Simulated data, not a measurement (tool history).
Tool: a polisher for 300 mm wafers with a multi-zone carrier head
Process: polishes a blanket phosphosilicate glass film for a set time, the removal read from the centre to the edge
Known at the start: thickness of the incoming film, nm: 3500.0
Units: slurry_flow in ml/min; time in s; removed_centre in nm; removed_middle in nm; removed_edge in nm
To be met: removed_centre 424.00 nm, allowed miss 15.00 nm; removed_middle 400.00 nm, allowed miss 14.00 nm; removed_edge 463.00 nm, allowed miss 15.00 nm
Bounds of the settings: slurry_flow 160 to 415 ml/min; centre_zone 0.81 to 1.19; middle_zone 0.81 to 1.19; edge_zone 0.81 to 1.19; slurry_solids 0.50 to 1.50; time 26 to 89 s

run 1 hour=0.0 | slurry_flow=265 centre_zone=1.00 middle_zone=1.00 edge_zone=1.00 slurry_solids=1.00 time=57 | removed_centre=587.18 removed_middle=556.93 removed_edge=553.20
run 2 hour=3.5 | slurry_flow=265 centre_zone=1.00 middle_zone=1.00 edge_zone=1.06 slurry_solids=1.00 time=57 | removed_centre=578.18 removed_middle=554.45 removed_edge=576.19
run 3 hour=6.8 | slurry_flow=265 centre_zone=1.06 middle_zone=1.00 edge_zone=1.06 slurry_solids=1.00 time=57 | removed_centre=625.95 removed_middle=556.77 removed_edge=586.71
run 4 hour=12.7 | slurry_flow=265 centre_zone=1.06 middle_zone=1.00 edge_zone=1.09 slurry_solids=1.00 time=57 | removed_centre=623.71 removed_middle=545.53 removed_edge=578.86
run 5 hour=19.5 | slurry_flow=325 centre_zone=1.06 middle_zone=1.00 edge_zone=1.09 slurry_solids=1.00 time=57 | removed_centre=634.81 removed_middle=567.96 removed_edge=598.19
run 6 hour=25.9 | slurry_flow=325 centre_zone=1.06 middle_zone=0.92 edge_zone=1.09 slurry_solids=1.00 time=57 | removed_centre=633.18 removed_middle=526.77 removed_edge=597.17
run 7 hour=31.3 | slurry_flow=320 centre_zone=1.04 middle_zone=0.91 edge_zone=1.08 slurry_solids=0.95 time=57 | removed_centre=607.88 removed_middle=507.28 removed_edge=579.56
-- hour=37.2 centre zone pressure recalibrated
run 8 hour=37.2 | slurry_flow=315 centre_zone=1.02 middle_zone=0.90 edge_zone=1.07 slurry_solids=0.90 time=57 | removed_centre=558.26 removed_middle=501.36 removed_edge=557.58
run 9 hour=45.3 | slurry_flow=305 centre_zone=1.02 middle_zone=0.89 edge_zone=1.07 slurry_solids=0.85 time=57 | removed_centre=544.73 removed_middle=478.24 removed_edge=535.86
run 10 hour=49.3 | slurry_flow=295 centre_zone=1.01 middle_zone=0.88 edge_zone=1.07 slurry_solids=0.85 time=57 | removed_centre=546.37 removed_middle=474.61 removed_edge=548.66
run 11 hour=57.7 | slurry_flow=295 centre_zone=1.00 middle_zone=0.87 edge_zone=1.06 slurry_solids=0.80 time=57 | removed_centre=511.95 removed_middle=454.64 removed_edge=521.41

5 next moves are on the table. One of them brings every result within its allowed miss. Which?
run A hour=66.1 | slurry_flow=390 centre_zone=1.03 middle_zone=0.89 edge_zone=0.99 slurry_solids=0.80 time=65 | removed_centre=? removed_middle=? removed_edge=?
run B hour=66.1 | slurry_flow=270 centre_zone=1.02 middle_zone=0.94 edge_zone=0.96 slurry_solids=0.80 time=52 | removed_centre=? removed_middle=? removed_edge=?
run C hour=66.1 | slurry_flow=275 centre_zone=0.87 middle_zone=0.87 edge_zone=1.13 slurry_solids=0.85 time=48 | removed_centre=? removed_middle=? removed_edge=?
run D hour=66.1 | slurry_flow=275 centre_zone=1.02 middle_zone=0.81 edge_zone=1.07 slurry_solids=0.80 time=51 | removed_centre=? removed_middle=? removed_edge=?
run E hour=66.1 | slurry_flow=320 centre_zone=0.94 middle_zone=0.88 edge_zone=1.06 slurry_solids=0.70 time=53 | removed_centre=? removed_middle=? removed_edge=?

move=A removed_centre=611.20 removed_middle=542.03 removed_edge=593.47
move=B removed_centre=466.61 removed_middle=438.10 removed_edge=455.20
move=C removed_centre=389.63 removed_middle=391.85 removed_edge=470.01
move=D removed_centre=458.30 removed_middle=380.76 removed_edge=471.88
move=E removed_centre=422.49 removed_middle=401.58 removed_edge=460.45
A: further off than the last run
B: nearer than the last run, and not there yet
C: takes the result that was furthest off past its target
D: nearer than the last run, and not there yet
E: meets every target
Move E is the one to make.
